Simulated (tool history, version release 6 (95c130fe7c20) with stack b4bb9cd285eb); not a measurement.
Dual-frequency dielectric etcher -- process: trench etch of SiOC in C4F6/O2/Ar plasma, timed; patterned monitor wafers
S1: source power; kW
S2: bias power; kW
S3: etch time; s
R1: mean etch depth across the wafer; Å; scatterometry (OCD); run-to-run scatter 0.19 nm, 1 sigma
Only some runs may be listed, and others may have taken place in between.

{"run": 1, "hour": 0.0, "S1": 0.35, "S2": 0.218, "S3": 24.5, "R1": 496.19}
{"run": 2, "hour": 5.7, "S1": 0.33, "S2": 0.216, "S3": 24.5, "R1": 481.15}
{"run": 3, "hour": 10.0, "S1": 0.33, "S2": 0.216, "S3": 24.5, "R1": 480.81}
{"run": 4, "hour": 12.5, "S1": 0.32, "S2": 0.215, "S3": 24.5, "R1": 468.41}
{"run": 5, "hour": 17.8, "S1": 0.32, "S2": 0.215, "S3": 25.5, "R1": 491.3}
{"run": 6, "hour": 18.7, "S1": 0.31, "S2": 0.214, "S3": 25.5, "R1": 481.56}

Estimate the outcome of run 7 from the log above:
{"run": 7, "hour": 23.9, "S1": 0.24, "S2": 0.206, "S3": 25.5, "R1": "?"}

{"run 7": {"R1": 414.89}}
